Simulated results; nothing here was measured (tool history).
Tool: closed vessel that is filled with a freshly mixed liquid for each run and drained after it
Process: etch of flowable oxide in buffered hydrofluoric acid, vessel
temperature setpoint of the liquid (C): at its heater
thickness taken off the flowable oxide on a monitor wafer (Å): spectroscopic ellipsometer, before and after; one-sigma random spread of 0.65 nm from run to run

run  hour  temperature setpoint of the liquid (C)  parts of 40 % ammonium fluoride to one part of 49 % hydrofluoric acid (parts by volume)  time in the liquid (s)  thickness taken off the flowable oxide on a monitor wafer (Å)
  1   0.0                                    21.0                                                                                     21.0                      85                                                         1450.9
  2   4.1                                    22.0                                                                                     21.0                      85                                                         1540.7
  3   4.8                                    22.5                                                                                     21.0                      85                                                         1576.4
  4   5.9                                    22.5                                                                                     27.0                      85                                                         1330.7
  5   8.7                                    24.5                                                                                     27.0                      85                                                         1484.4
  6  13.9                                    25.0                                                                                     27.0                      85                                                         1519.2
  7  14.5                                    25.5                                                                                     27.0                      85                                                         1573.4

Run 8 comes next. What will it give?
  8  20.6                                    26.0                                                                                     27.0                      85                                                              ?

Logged for run 8: thickness taken off the flowable oxide on a monitor wafer (Å) 1606.2.

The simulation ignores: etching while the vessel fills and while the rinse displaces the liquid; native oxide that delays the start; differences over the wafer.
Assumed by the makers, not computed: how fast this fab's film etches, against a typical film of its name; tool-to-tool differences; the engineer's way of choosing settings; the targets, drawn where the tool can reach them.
